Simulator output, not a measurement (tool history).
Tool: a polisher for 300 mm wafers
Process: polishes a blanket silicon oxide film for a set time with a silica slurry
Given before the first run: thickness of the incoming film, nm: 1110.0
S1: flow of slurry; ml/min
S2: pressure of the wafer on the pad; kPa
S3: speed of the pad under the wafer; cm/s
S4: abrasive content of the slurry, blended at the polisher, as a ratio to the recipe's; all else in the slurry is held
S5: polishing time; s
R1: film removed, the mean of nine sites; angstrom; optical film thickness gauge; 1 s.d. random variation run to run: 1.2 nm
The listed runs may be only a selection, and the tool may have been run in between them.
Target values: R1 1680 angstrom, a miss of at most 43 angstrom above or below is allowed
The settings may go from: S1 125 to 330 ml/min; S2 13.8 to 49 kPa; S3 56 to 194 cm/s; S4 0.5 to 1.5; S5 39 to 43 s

run 1 hour=0 | S1=210 S2=31 S3=124 S4=1 S5=43 | R1=1476.8
run 2 hour=6.4 | S1=215 S2=31.7 S3=124 S4=1 S5=43 | R1=1509.6
run 3 hour=13 | S1=220 S2=32.4 S3=124 S4=1 S5=43 | R1=1555.6
run 4 hour=16.6 | S1=225 S2=32.4 S3=124 S4=1 S5=43 | R1=1562.6
run 5 hour=18.5 | S1=225 S2=32.4 S3=124 S4=0.8 S5=43 | R1=1395.7
run 6 hour=24.9 | S1=230 S2=33.8 S3=124 S4=0.8 S5=43 | R1=1457.2
run 7 hour=33 | S1=235 S2=34.5 S3=124 S4=0.8 S5=43 | R1=1492.6
run 8 hour=36 | S1=240 S2=35.2 S3=124 S4=0.8 S5=43 | R1=1507.1

Exercise: of the 5 proposed moves below, exactly one satisfies all targets within the stated allowed misses. Which move is it?
run A hour=39 | S1=265 S2=29 S3=138 S4=0.8 S5=39 | R1=?
run B hour=39 | S1=330 S2=33.8 S3=114 S4=0.7 S5=43 | R1=?
run C hour=39 | S1=295 S2=44.8 S3=110 S4=0.8 S5=40 | R1=?
run D hour=39 | S1=205 S2=36.5 S3=116 S4=0.65 S5=43 | R1=?
run E hour=39 | S1=240 S2=35.9 S3=110 S4=0.75 S5=42 | R1=?

move=A R1=1270.1
move=B R1=1336.3
move=C R1=1694.2
move=D R1=1331.2
move=E R1=1353.3
A: its largest miss is bigger than the last run's
B: its largest miss is bigger than the last run's
C: hits every target within its allowed miss
D: its largest miss is bigger than the last run's
E: its largest miss is bigger than the last run's
Answer: C
